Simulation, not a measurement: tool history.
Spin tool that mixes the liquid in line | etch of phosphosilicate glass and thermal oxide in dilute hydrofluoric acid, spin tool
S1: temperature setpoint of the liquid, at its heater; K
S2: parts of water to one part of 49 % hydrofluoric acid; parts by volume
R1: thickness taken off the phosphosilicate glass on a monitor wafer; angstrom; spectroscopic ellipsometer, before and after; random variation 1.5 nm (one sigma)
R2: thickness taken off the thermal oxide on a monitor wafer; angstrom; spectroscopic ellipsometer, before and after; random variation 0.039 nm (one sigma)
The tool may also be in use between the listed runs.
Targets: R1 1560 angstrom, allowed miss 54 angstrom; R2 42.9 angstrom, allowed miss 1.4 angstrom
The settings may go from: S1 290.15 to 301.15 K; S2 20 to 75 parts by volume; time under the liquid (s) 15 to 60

Run 1, hour 0: S1 293.15 K, S2 45 parts by volume, time under the liquid (s) 30. Result: R1 991.75 angstrom, R2 26.92 angstrom.
Run 2, hour 8.7: S1 293.15 K, S2 45 parts by volume, time under the liquid (s) 20. Result: R1 655.21 angstrom, R2 18.212 angstrom.
Run 3, hour 16.8: S1 293.15 K, S2 40 parts by volume, time under the liquid (s) 20. Result: R1 745.96 angstrom, R2 20.726 angstrom.
Run 4, hour 23.6: S1 293.15 K, S2 45 parts by volume, time under the liquid (s) 20. Result: R1 650.81 angstrom, R2 18.029 angstrom.
Run 5, hour 32.2: S1 293.15 K, S2 45 parts by volume, time under the liquid (s) 15. Result: R1 494.45 angstrom, R2 13.648 angstrom.
Run 6, hour 37.6: S1 293.15 K, S2 45 parts by volume, time under the liquid (s) 20. Result: R1 658.51 angstrom, R2 17.986 angstrom.
Run 7, hour 43.9: S1 295.65 K, S2 40 parts by volume, time under the liquid (s) 20. Result: R1 822.24 angstrom, R2 22.52 angstrom.
Run 8, hour 47.8: S1 297.15 K, S2 35 parts by volume, time under the liquid (s) 20. Result: R1 1016.2 angstrom, R2 27.612 angstrom.
Run 9, hour 51.2: S1 301.15 K, S2 25 parts by volume, time under the liquid (s) 20. Result: R1 1690 angstrom, R2 47.113 angstrom.
At hour 59: hydrofluoric acid flow meter replaced.
Run 10, hour 59: S1 300.65 K, S2 25 parts by volume, time under the liquid (s) 20. Result: R1 1894.8 angstrom, R2 51.723 angstrom.
Run 11, hour 60.4: S1 299.65 K, S2 25 parts by volume, time under the liquid (s) 20. Result: R1 1800.6 angstrom, R2 50.01 angstrom.
Run 12, hour 64.2: S1 298.15 K, S2 25 parts by volume, time under the liquid (s) 20. Result: R1 1719.4 angstrom, R2 46.741 angstrom.
Run 13, hour 70.4: S1 297.65 K, S2 25 parts by volume, time under the liquid (s) 20. Result: R1 1666 angstrom, R2 45.829 angstrom.
Run 14, hour 75.3: S1 297.15 K, S2 25 parts by volume, time under the liquid (s) 20. Result: R1 1633.4 angstrom, R2 45.238 angstrom.

5 next moves are on the table. One of them brings every result within its allowed miss. Which?
Run A, hour 80.2: S1 294.15 K, S2 20 parts by volume, time under the liquid (s) 20. Result: R1 ?, R2 ?.
Run B, hour 80.2: S1 297.15 K, S2 20 parts by volume, time under the liquid (s) 15. Result: R1 ?, R2 ?.
Run C, hour 80.2: S1 300.65 K, S2 65 parts by volume, time under the liquid (s) 50. Result: R1 ?, R2 ?.
Run D, hour 80.2: S1 295.15 K, S2 20 parts by volume, time under the liquid (s) 15. Result: R1 ?, R2 ?.
Run E, hour 80.2: S1 296.15 K, S2 20 parts by volume, time under the liquid (s) 15. Result: R1 ?, R2 ?.

move      R1      R2
   A  1790.4  49.996
   B  1526.3   42.62
   C  1696.3  47.368
   D  1401.8  39.144
   E  1462.9  40.851
A: further off than the last run
B: meets every target
C: further off than the last run
D: takes the result that was furthest off past its target
E: takes the result that was furthest off past its target
Move B is the one to make.
